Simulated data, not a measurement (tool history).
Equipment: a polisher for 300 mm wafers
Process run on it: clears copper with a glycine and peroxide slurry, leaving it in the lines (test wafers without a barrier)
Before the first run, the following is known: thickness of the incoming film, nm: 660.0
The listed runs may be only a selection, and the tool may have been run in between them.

run	day	flow of slurry (ml/min)	pressure of the wafer on the pad (kPa)	speed of the pad under the wafer (cm/s)	overpolish time after the end point (s)	time until the end point was called (s)	dishing of a wide line in a test structure (nm)
1	0.000	130	20.7	104	11	137.60	40.080
2	0.067	130	18.6	104	10	153.51	35.195
3	0.350	100	18.6	104	10	164.46	33.202
4	0.688	100	18.6	104	7	166.31	24.020
5	0.871	125	18.6	104	7	154.92	25.373
6	1.088	125	18.6	104	3	156.20	11.680
7	1.350	115	16.5	110	5	164.12	17.364
8	1.579	110	15.2	112	6	183.69	19.036

Run 9 comes next. What will it give?
9	1.892	105	15.2	114	7	?	?

Run 9 gave time until the end point was called (s) 175.14, dishing of a wide line in a test structure (nm) 21.720.

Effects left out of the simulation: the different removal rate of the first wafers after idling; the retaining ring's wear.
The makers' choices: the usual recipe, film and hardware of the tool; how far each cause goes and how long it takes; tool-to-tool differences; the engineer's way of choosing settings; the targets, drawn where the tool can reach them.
